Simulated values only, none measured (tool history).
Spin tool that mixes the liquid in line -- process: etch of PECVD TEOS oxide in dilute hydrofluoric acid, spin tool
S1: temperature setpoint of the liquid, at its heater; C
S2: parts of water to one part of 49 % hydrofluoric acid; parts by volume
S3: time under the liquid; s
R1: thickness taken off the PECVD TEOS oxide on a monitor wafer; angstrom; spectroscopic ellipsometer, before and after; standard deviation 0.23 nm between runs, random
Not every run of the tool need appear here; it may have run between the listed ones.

run	hour	S1	S2	S3	R1
1	0.0	21.0	150	260	149.810
2	8.7	21.0	150	260	150.700
3	15.1	21.0	190	260	113.420
4	21.7	21.0	190	260	113.620
5	27.0	21.0	225	260	92.502
6	35.8	23.0	180	260	130.620
7	43.3	24.5	145	260	178.760
8	48.7	25.5	125	260	224.910

What will run 9 give?
9	57.2	26.5	115	260	?

R1: 256.570 angstrom
